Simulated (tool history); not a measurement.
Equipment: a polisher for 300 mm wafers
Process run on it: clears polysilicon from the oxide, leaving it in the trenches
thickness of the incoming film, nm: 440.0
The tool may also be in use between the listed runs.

run	day	flow of slurry (ml/min)	pressure of the wafer on the pad (kPa)	speed of the pad under the wafer (cm/s)	overpolish time after the end point (s)	time until the end point was called (s)	dishing of a wide line in a test structure (nm)
1	0.000	295	17.9	82	9	35.915	59.325
2	0.188	295	15.2	80	10	41.610	60.406
3	0.458	295	15.2	80	7	41.381	48.114
4	0.758	265	15.2	80	7	43.676	48.370
5	0.808	250	13.1	80	8	47.586	49.320
6	0.838	295	13.1	80	8	47.206	49.827

Predict the results of run 7:
7	1.104	295	11.7	80	9	?	?

{"run 7": {"time until the end point was called (s)": 48.819, "dishing of a wide line in a test structure (nm)": 52.44}}

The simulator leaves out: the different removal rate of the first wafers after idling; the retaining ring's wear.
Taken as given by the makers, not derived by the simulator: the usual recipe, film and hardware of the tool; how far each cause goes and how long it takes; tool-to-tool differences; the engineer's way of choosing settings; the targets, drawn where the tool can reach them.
